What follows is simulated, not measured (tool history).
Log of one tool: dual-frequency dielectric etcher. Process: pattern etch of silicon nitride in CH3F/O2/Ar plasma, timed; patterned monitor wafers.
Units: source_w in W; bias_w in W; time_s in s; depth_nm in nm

run	day	source_w	bias_w	time_s	depth_nm
1	0	390	87	47	34.067
2	0.254	410	90	47	35.534
3	0.421	370	90	47	34.114
4	0.458	370	90	49	35.515
5	0.588	370	90	47	34.222
6	0.875	370	101	47	35.426
7	0.912	390	102	47	36.47
8	1.175	410	103	47	37.607

The next listed run, before its measurement:
9	1.367	420	104	47	?

Run 9 gave depth_nm 37.812 nm.
